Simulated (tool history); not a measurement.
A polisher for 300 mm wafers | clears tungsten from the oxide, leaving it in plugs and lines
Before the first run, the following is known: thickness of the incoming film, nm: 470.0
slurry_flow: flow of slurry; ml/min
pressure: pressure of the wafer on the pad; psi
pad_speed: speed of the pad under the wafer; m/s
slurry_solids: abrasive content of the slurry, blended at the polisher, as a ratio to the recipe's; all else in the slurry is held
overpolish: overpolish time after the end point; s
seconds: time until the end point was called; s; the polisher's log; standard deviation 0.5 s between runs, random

| run | day | slurry_flow | pressure | pad_speed | slurry_solids | overpolish | seconds |
|---|---|---|---|---|---|---|---|
| 1 | 0.000 | 160 | 4.6 | 0.92 | 1.00 | 5 | 90.533 |
| 2 | 0.112 | 160 | 4.6 | 1.04 | 1.00 | 5 | 80.644 |
| 3 | 0.196 | 165 | 4.8 | 1.04 | 1.00 | 5 | 77.575 |
| 4 | 0.542 | 165 | 4.8 | 1.14 | 1.00 | 5 | 70.532 |
| 5 | 0.725 | 165 | 4.8 | 1.14 | 1.15 | 5 | 69.428 |
| 6 | 0.867 | 165 | 4.1 | 1.14 | 1.15 | 5 | 80.865 |
| 7 | 1.217 | 165 | 4.1 | 1.14 | 1.15 | 5 | 79.477 |

For run 8, what comes out?
| 8 | 1.371 | 170 | 4.3 | 1.14 | 1.15 | 5 | ? |

seconds: 75.836 s

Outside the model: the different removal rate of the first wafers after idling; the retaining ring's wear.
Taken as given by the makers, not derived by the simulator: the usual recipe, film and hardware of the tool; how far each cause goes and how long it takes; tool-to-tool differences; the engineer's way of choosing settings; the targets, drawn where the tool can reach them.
